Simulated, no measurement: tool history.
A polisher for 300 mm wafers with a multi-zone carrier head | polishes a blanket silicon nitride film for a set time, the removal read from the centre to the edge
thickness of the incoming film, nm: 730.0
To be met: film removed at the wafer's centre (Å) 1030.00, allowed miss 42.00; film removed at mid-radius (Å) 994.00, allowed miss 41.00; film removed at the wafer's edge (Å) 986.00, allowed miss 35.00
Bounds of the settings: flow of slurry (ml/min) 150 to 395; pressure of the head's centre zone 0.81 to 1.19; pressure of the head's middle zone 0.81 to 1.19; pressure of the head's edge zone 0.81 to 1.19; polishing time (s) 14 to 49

run	hour	flow of slurry (ml/min)	pressure of the head's centre zone	pressure of the head's middle zone	pressure of the head's edge zone	polishing time (s)	film removed at the wafer's centre (Å)	film removed at mid-radius (Å)	film removed at the wafer's edge (Å)
1	0.0	250	1.00	1.00	1.00	31	658.25	669.41	653.63
2	4.1	255	1.02	1.01	1.03	34	729.95	746.08	747.64
3	6.4	265	1.06	1.03	1.04	35	803.06	784.56	769.54
4	11.9	270	1.07	1.04	1.06	36	843.90	808.82	796.08
5	14.7	270	1.07	1.01	1.06	36	833.84	810.17	780.89
6	20.6	270	1.07	0.97	1.06	36	836.54	768.00	792.95
7	26.7	270	1.07	0.99	1.07	37	856.80	815.61	823.15
8	29.7	270	1.08	1.00	1.08	38	879.21	837.37	831.79
9	30.6	285	1.08	1.00	1.09	39	913.39	872.95	874.37
10	35.2	285	1.08	1.01	1.10	40	930.41	893.74	908.16
11	40.2	285	1.09	1.02	1.11	41	982.82	914.63	915.40
12	41.0	290	1.08	1.02	1.11	42	976.78	936.11	972.31

4 next moves are on the table. One of them brings every result within its allowed miss. Which?
A	41.8	300	1.11	1.14	1.07	41	?	?	?
B	41.8	285	1.10	1.04	1.09	41	?	?	?
C	41.8	360	1.05	1.01	1.05	44	?	?	?
D	41.8	215	1.01	1.09	1.13	43	?	?	?

move	film removed at the wafer's centre (Å)	film removed at mid-radius (Å)	film removed at the wafer's edge (Å)
A	983.71	1029.20	923.45
B	969.59	947.58	930.36
C	1012.80	1010.40	993.98
D	907.71	1009.20	974.50
A: brings the result that was furthest off to its target, and leaves another outside
B: further off than the last run
C: meets every target
D: brings the result that was furthest off to its target, and leaves another outside
Move C is the one to make.
